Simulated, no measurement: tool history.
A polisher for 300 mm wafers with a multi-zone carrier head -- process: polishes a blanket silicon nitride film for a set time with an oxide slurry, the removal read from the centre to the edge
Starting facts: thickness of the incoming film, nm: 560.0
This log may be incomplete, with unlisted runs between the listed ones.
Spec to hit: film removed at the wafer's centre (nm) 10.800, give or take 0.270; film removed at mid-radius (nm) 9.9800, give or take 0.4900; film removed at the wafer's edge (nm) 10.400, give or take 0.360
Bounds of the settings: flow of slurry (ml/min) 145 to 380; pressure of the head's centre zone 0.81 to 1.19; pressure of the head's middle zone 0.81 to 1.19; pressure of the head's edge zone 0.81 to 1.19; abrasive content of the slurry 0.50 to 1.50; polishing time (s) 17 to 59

run  hour  flow of slurry (ml/min)  pressure of the head's centre zone  pressure of the head's middle zone  pressure of the head's edge zone  abrasive content of the slurry  polishing time (s)  film removed at the wafer's centre (nm)  film removed at mid-radius (nm)  film removed at the wafer's edge (nm)
  1   0.0                      245                                1.00                                1.00                              1.00                            1.00                  38                                   21.209                          21.2520                                 21.111
  2   6.4                      240                                0.99                                0.97                              0.96                            0.85                  34                                   16.983                          17.0000                                 17.020
  3   8.3                      205                                0.99                                0.97                              0.96                            0.85                  34                                   16.906                          16.8460                                 17.103
  4  16.5                      210                                1.00                                0.95                              0.93                            0.75                  31                                   14.420                          14.2100                                 14.074
  5  19.3                      255                                1.00                                0.95                              0.93                            0.75                  31                                   14.925                          14.4550                                 14.218
  6  26.3                      255                                1.00                                0.95                              0.93                            0.85                  31                                   15.768                          15.1920                                 15.335
  7  31.7                      260                                0.99                                0.92                              0.92                            0.75                  30                                   14.263                          13.7400                                 13.876
  8  34.9                      265                                0.99                                0.89                              0.91                            0.70                  29                                   13.340                          12.3800                                 13.074
  9  35.6                      270                                0.98                                0.88                              0.89                            0.65                  28                                   12.118                          11.1630                                 11.612
 10  40.3                      265                                0.97                                0.87                              0.87                            0.65                  28                                   12.016                          11.1600                                 11.560
 11  48.7                      260                                0.96                                0.86                              0.85                            0.65                  28                                   11.738                          11.0170                                 11.573
 12  55.9                      265                                0.96                                0.86                              0.84                            0.60                  28                                   11.291                          10.5930                                 10.699
 13  60.0                      260                                0.96                                0.85                              0.83                            0.60                  28                                   11.170                          10.2920                                 10.638
 14  66.5                      255                                0.96                                0.85                              0.83                            0.60                  28                                   11.283                          10.1580                                 10.780

Which single option among these 4 for the next run brings every result within its allowed miss of target? Just one does.
  A  73.0                      230                                0.95                                0.97                              0.82                            0.70                  25                                        ?                                ?                                      ?
  B  73.0                      275                                0.96                                0.85                              0.85                            0.70                  24                                        ?                                ?                                      ?
  C  73.0                      280                                0.85                                0.89                              0.88                            0.55                  30                                        ?                                ?                                      ?
  D  73.0                      235                                0.94                                0.83                              0.94                            0.70                  25                                        ?                                ?                                      ?

move  film removed at the wafer's centre (nm)  film removed at mid-radius (nm)  film removed at the wafer's edge (nm)
   A                                   10.705                          11.2540                                 10.373
   B                                   10.604                           9.8707                                 10.273
   C                                   10.018                          10.9520                                 11.120
   D                                   10.611                           9.9134                                 11.035
A: meets the target for the result that was furthest off, but another lies outside its allowed miss
B: every result lands within tolerance
C: pushes the last run's worst result past its target
D: meets the target for the result that was furthest off, but another lies outside its allowed miss
Move B is the one to make.
